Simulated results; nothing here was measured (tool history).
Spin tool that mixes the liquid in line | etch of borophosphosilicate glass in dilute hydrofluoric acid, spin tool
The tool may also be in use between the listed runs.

run,hour,temperature setpoint of the liquid (°C),parts of water to one part of 49 % hydrofluoric acid (parts by volume),time under the liquid (s),thickness taken off the borophosphosilicate glass on a monitor wafer (angstrom)
1,0,25,275,265,468.89
2,8.5,25,275,290,512.29
3,9.2,26.5,260,290,580.78
4,14.9,26.5,260,265,530.18
5,23.5,26.5,260,290,574.66
6,25.4,27.5,245,290,648.2
# hour 33.6: thermometer replaced
7,33.6,28.5,235,290,669.37
8,36.3,32.5,145,290,1386.6
9,38.1,32.5,145,290,1398.9
10,42.7,28.5,150,290,1165.3

Forecast run 11:
11,46.9,27.5,150,290,?

thickness taken off the borophosphosilicate glass on a monitor wafer (angstrom): 1133.7

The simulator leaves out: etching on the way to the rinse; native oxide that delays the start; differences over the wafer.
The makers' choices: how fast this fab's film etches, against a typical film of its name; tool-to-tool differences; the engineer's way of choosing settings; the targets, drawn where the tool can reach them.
